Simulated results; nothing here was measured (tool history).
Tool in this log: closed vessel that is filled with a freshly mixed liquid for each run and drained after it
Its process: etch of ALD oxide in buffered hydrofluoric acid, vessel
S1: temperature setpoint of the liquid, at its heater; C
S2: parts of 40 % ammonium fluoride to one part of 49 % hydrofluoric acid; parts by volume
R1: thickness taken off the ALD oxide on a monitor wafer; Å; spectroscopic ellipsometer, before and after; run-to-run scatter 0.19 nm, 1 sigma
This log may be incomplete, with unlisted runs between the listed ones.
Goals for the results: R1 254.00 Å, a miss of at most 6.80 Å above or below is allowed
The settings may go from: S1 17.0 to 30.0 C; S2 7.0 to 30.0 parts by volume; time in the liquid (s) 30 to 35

run 1 hour=0.0 | S1=22.0 S2=20.0 time_in_the_liquid_(s)=35 | R1=300.94
run 2 hour=1.4 | S1=25.0 S2=20.0 time_in_the_liquid_(s)=35 | R1=354.15
run 3 hour=4.4 | S1=26.5 S2=20.0 time_in_the_liquid_(s)=35 | R1=388.00
run 4 hour=7.6 | S1=25.5 S2=20.0 time_in_the_liquid_(s)=35 | R1=359.41
run 5 hour=11.2 | S1=25.5 S2=20.0 time_in_the_liquid_(s)=35 | R1=359.33
run 6 hour=14.7 | S1=24.5 S2=20.0 time_in_the_liquid_(s)=35 | R1=344.84
run 7 hour=22.2 | S1=24.0 S2=20.0 time_in_the_liquid_(s)=35 | R1=335.96
run 8 hour=28.2 | S1=23.5 S2=20.0 time_in_the_liquid_(s)=35 | R1=324.86
run 9 hour=36.2 | S1=23.0 S2=20.0 time_in_the_liquid_(s)=35 | R1=316.47
run 10 hour=41.0 | S1=23.0 S2=20.0 time_in_the_liquid_(s)=35 | R1=315.20
run 11 hour=49.2 | S1=22.5 S2=20.0 time_in_the_liquid_(s)=35 | R1=301.08
run 12 hour=53.0 | S1=22.0 S2=20.0 time_in_the_liquid_(s)=35 | R1=296.65
run 13 hour=60.4 | S1=21.5 S2=20.0 time_in_the_liquid_(s)=35 | R1=292.60
run 14 hour=61.6 | S1=21.0 S2=20.0 time_in_the_liquid_(s)=35 | R1=280.81
run 15 hour=66.2 | S1=20.0 S2=20.0 time_in_the_liquid_(s)=35 | R1=265.08

Consider the 4 candidate settings below. Which is the only one whose results all fall within their allowed miss of target?
run A hour=70.8 | S1=19.5 S2=20.5 time_in_the_liquid_(s)=35 | R1=?
run B hour=70.8 | S1=18.5 S2=17.5 time_in_the_liquid_(s)=35 | R1=?
run C hour=70.8 | S1=17.0 S2=13.5 time_in_the_liquid_(s)=30 | R1=?
run D hour=70.8 | S1=19.0 S2=19.0 time_in_the_liquid_(s)=35 | R1=?

move=A R1=256.90
move=B R1=281.78
move=C R1=286.33
move=D R1=267.25
A: hits every target within its allowed miss
B: further off than the last run
C: further off than the last run
D: further off than the last run
Move A is the one to make.
